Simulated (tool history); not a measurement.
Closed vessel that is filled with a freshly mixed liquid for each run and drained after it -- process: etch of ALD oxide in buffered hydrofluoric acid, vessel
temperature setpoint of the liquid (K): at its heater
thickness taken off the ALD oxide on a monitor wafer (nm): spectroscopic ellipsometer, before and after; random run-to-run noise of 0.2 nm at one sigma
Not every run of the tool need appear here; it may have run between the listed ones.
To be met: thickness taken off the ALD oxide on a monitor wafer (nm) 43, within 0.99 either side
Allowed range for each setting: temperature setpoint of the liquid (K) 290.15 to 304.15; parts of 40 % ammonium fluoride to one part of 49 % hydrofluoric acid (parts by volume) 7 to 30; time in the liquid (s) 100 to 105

run,hour,temperature setpoint of the liquid (K),parts of 40 % ammonium fluoride to one part of 49 % hydrofluoric acid (parts by volume),time in the liquid (s),thickness taken off the ALD oxide on a monitor wafer (nm)
1,0,296.15,19,100,76.176
2,7.4,298.65,19,100,87.727
3,16.1,298.65,19,105,91.856
4,17.1,297.65,20,105,82.629
5,20.9,297.65,17.5,105,95.31
6,29.1,296.65,18.5,105,85.816
7,30.4,295.65,19.5,105,76.188
8,33.7,291.65,25.5,105,50.256
9,41.6,291.65,26,105,50.011
10,43,291.65,26.5,105,49.032
11,49.6,290.65,27.5,105,45.435

4 candidate next runs follow, results not yet known. Just one meets every target within its allowed miss. Identify it.
A,56.2,290.15,29,100,?
B,56.2,290.65,29.5,105,?
C,56.2,290.65,30,100,?
D,56.2,290.15,24.5,105,?

move,thickness taken off the ALD oxide on a monitor wafer (nm)
A,40.313
B,43.039
C,40.515
D,47.573
A: pushes the last run's worst result past its target
B: each result inside its tolerance
C: pushes the last run's worst result past its target
D: lands further from the targets than the last run did
Answer: B

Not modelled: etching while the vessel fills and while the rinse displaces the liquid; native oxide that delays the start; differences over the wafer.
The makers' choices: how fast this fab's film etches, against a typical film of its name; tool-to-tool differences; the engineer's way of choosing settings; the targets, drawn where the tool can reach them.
